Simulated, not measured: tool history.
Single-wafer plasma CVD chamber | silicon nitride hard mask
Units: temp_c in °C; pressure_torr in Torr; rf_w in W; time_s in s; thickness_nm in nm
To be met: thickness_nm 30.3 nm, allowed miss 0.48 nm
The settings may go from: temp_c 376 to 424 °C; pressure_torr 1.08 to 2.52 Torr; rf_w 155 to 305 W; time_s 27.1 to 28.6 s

| run | hour | temp_c | pressure_torr | rf_w | time_s | thickness_nm |
|---|---|---|---|---|---|---|
| 1 | 0 | 400 | 1.8 | 230 | 28.6 | 25.99 |
| 2 | 6.7 | 395 | 1.8 | 230 | 28.6 | 25.918 |
| 3 | 7.4 | 395 | 1.8 | 205 | 28.6 | 23.426 |
| 4 | 8.7 | 395 | 2 | 220 | 28.6 | 26.049 |
| 5 | 9.7 | 395 | 2.16 | 225 | 28.6 | 26.991 |
| 6 | 14.2 | 395 | 2.16 | 195 | 28.6 | 23.52 |
| 7 | 15.1 | 395 | 2.27 | 210 | 28.6 | 25.662 |
| 8 | 15.9 | 395 | 2.34 | 220 | 28.6 | 27.161 |
| 9 | 22.3 | 395 | 2.34 | 220 | 28.6 | 27.242 |
| 10 | 29.2 | 395 | 2.34 | 220 | 28.6 | 26.977 |
| 11 | 34.4 | 395 | 2.39 | 225 | 28.6 | 27.684 |
| 12 | 39.8 | 395 | 2.43 | 230 | 28.6 | 28.148 |
| 13 | 45.2 | 395 | 2.46 | 235 | 28.6 | 28.945 |
| 14 | 50.8 | 395 | 2.48 | 240 | 28.6 | 29.446 |
|  | 52.5 | thermocouple changed; heater temperature recalibrated |
| 15 | 52.5 | 395 | 2.49 | 240 | 28.6 | 29.676 |
| 16 | 55.9 | 395 | 2.5 | 240 | 28.6 | 29.614 |
| 17 | 58.6 | 395 | 2.52 | 250 | 28.6 | 30.743 |

4 next moves are on the table. One of them brings every result within its allowed miss. Which?
| A | 61.3 | 393 | 2.47 | 260 | 28.6 | ? |
| B | 61.3 | 391 | 2.52 | 255 | 28.6 | ? |
| C | 61.3 | 382 | 2.52 | 245 | 28.6 | ? |
| D | 61.3 | 376 | 2.45 | 260 | 28.3 | ? |

| move | thickness_nm |
|---|---|
| A | 31.649 |
| B | 31.328 |
| C | 30.407 |
| D | 31.449 |
A: further off than the last run
B: further off than the last run
C: meets every target
D: further off than the last run
The right move is C.

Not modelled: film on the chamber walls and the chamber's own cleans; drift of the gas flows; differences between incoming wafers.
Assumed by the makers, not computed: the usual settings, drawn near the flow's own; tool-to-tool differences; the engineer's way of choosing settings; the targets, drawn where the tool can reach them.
